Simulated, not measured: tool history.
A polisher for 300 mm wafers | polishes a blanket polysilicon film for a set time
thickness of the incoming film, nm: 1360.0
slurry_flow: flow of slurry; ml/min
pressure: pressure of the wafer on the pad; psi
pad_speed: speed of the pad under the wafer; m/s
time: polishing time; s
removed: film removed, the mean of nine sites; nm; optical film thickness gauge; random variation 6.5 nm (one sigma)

run	hour	slurry_flow	pressure	pad_speed	time	removed
1	0.0	255	3.3	1.18	53	499.98
2	9.0	255	3.6	1.18	53	546.49
3	12.7	320	3.6	1.18	53	559.93
4	19.9	295	3.6	1.18	53	555.04
5	25.3	255	3.6	1.18	53	552.33
6	29.9	255	3.8	1.18	53	579.80
7	34.8	255	3.8	1.18	53	577.11
8	41.5	255	4.0	1.18	53	614.41

Expected results for the next run?
9	45.0	255	4.1	1.18	53	?

Run 9 yielded removed 624.98 nm.
